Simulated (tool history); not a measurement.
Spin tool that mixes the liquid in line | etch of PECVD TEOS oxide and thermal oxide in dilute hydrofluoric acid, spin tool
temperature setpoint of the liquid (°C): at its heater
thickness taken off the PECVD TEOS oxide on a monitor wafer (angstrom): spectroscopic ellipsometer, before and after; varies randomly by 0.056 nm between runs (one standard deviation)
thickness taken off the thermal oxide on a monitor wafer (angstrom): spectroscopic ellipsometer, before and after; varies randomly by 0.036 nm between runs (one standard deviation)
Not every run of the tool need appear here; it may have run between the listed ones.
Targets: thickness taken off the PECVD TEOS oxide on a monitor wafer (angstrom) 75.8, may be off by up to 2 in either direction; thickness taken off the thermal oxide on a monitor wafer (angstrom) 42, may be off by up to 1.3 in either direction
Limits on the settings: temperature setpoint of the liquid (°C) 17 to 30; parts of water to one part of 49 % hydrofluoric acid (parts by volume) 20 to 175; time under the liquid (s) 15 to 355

run,day,temperature setpoint of the liquid (°C),parts of water to one part of 49 % hydrofluoric acid (parts by volume),time under the liquid (s),thickness taken off the PECVD TEOS oxide on a monitor wafer (angstrom),thickness taken off the thermal oxide on a monitor wafer (angstrom)
1,0,22,95,180,152.55,83.646
2,0.371,22,95,225,190.83,107.01
3,0.542,21.5,105,225,165.55,92.723
4,0.871,21,115,225,148.87,81.074
5,0.925,21,150,225,110.04,61.708
6,1.096,21,130,225,128.71,71.287
7,1.258,20.5,135,225,120.42,66.207
8,1.446,20,140,225,114.14,62.639

Which of these 5 next moves meets every target?
A,1.633,21,155,175,?,?
B,1.633,21,165,160,?,?
C,1.633,19,165,220,?,?
D,1.633,20.5,175,190,?,?
E,1.633,24,170,170,?,?

move,thickness taken off the PECVD TEOS oxide on a monitor wafer (angstrom),thickness taken off the thermal oxide on a monitor wafer (angstrom)
A,82.817,45.393
B,70.385,38.579
C,89.439,49.023
D,76.489,41.925
E,81,44.398
A: closes in on the targets versus the last run, not all within tolerance yet
B: the result that was furthest off in the last run now lies on the other side of its target
C: closes in on the targets versus the last run, not all within tolerance yet
D: hits every target within its allowed miss
E: closes in on the targets versus the last run, not all within tolerance yet
D is the move that brings every result within its allowed miss.

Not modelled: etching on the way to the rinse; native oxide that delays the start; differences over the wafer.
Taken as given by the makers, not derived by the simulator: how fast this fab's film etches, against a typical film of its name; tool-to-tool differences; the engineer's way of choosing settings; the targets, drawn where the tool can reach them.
